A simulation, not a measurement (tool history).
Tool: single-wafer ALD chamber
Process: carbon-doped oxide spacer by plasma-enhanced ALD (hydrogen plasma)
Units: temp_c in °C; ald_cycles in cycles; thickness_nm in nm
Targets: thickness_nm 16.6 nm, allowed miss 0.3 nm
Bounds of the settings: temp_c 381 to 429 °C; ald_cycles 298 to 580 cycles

| run | hour | temp_c | ald_cycles | thickness_nm |
|---|---|---|---|---|
| 1 | 0 | 405 | 439 | 21.656 |
| 2 | 3.8 | 405 | 489 | 24.192 |
| 3 | 12.7 | 405 | 515 | 25.656 |
| 4 | 17.6 | 415 | 515 | 24.576 |
| 5 | 19.3 | 417 | 489 | 23.241 |
| 6 | 25.4 | 419 | 465 | 21.954 |
| 7 | 29.9 | 427 | 395 | 18.137 |
| 8 | 35.4 | 427 | 389 | 17.804 |
| 9 | 42.2 | 427 | 384 | 17.627 |
| 10 | 51.5 | 429 | 354 | 16.109 |
| 11 | 54.9 | 428 | 355 | 16.169 |
| 12 | 59.2 | 427 | 356 | 16.124 |

Which of these 4 next moves meets every target?
| A | 63.5 | 429 | 339 | ? |
| B | 63.5 | 429 | 366 | ? |
| C | 63.5 | 421 | 373 | ? |
| D | 63.5 | 427 | 383 | ? |

| move | thickness_nm |
|---|---|
| A | 15.442 |
| B | 16.672 |
| C | 17.461 |
| D | 17.567 |
A: further off than the last run
B: meets every target
C: takes the result that was furthest off past its target
D: takes the result that was furthest off past its target
Move B is the one to make.
